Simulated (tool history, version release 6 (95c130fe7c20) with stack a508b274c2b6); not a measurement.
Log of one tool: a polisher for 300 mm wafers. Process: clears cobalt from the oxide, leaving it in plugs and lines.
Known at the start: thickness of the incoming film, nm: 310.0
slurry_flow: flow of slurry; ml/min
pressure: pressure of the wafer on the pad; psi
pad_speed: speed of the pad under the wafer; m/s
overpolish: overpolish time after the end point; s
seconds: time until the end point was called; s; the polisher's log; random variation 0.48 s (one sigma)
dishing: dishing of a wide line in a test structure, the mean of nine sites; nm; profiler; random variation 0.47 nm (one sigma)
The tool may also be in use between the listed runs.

run	hour	slurry_flow	pressure	pad_speed	overpolish	seconds	dishing
1	0.0	135	2.3	1.28	13	43.118	32.661
2	2.2	130	2.1	1.28	11	45.494	31.867
3	7.8	130	2.1	1.04	11	53.582	29.446
4	14.2	115	2.1	1.04	11	55.008	28.512
5	21.5	115	2.1	0.86	11	62.076	28.902
6	28.7	105	2.1	0.86	9	64.133	25.411

The next listed run, before its measurement:
7	34.6	100	2.2	0.84	8	?	?

seconds: 63.210 s
dishing: 24.821 nm
